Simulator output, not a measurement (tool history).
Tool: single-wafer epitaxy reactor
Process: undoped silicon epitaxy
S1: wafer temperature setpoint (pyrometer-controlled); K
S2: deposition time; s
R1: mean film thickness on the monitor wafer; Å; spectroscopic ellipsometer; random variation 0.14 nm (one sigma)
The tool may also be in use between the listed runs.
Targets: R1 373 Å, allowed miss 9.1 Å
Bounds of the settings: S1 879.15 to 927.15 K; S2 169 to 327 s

run  hour      S1   S2      R1
  1     0  903.15  248  283.46
  2   4.7  910.15  248  340.54
  3   6.9  911.15  248  348.58
  4   7.6  902.15  248  276.82
  5  13.6  902.15  273  305.18
  6  20.6  902.15  250  277.69
  7  23.1  902.15  250  276.92
  8  25.4  905.15  250  300.06
  9  33.2  907.15  250  316.74
 10  34.1  908.15  250  324.11
 11  39.9  909.15  250  333.44
 12  41.2  915.15  251  390.52

4 next moves are on the table. One of them brings every result within its allowed miss. Which?
  A  42.5  919.15  238   ?
  B  42.5  917.15  228   ?
  C  42.5  918.15  244   ?
  D  42.5  917.15  257   ?

move      R1
   A  407.92
   B  371.73
   C  407.89
   D  419.01
A: further off than the last run
B: meets every target
C: further off than the last run
D: further off than the last run
Move B is the one to make.

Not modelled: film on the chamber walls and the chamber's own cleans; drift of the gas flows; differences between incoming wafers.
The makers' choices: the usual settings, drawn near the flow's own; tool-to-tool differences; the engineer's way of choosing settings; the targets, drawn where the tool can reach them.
